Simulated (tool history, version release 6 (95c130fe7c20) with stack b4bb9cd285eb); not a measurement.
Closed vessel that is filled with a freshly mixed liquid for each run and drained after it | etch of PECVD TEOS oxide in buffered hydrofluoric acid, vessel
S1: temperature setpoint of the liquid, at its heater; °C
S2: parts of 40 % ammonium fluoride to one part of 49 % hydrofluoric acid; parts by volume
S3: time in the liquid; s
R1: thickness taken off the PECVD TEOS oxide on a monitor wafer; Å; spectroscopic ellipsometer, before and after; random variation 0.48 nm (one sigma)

run	day	S1	S2	S3	R1
1	0.000	21	7.5	30	763.15
2	0.225	21	7.5	30	765.16
3	0.317	23	7.5	30	851.97
4	0.558	26	7.5	30	1010.40
5	0.679	26	8.5	30	883.36
6	0.975	24	8.5	30	790.04
7	1.150	22	8.5	30	704.76
8	1.246	22	8.5	30	702.04

The next listed run, before its measurement:
9	1.517	18	9.0	30	?

{"run 9": {"R1": 524.96}}
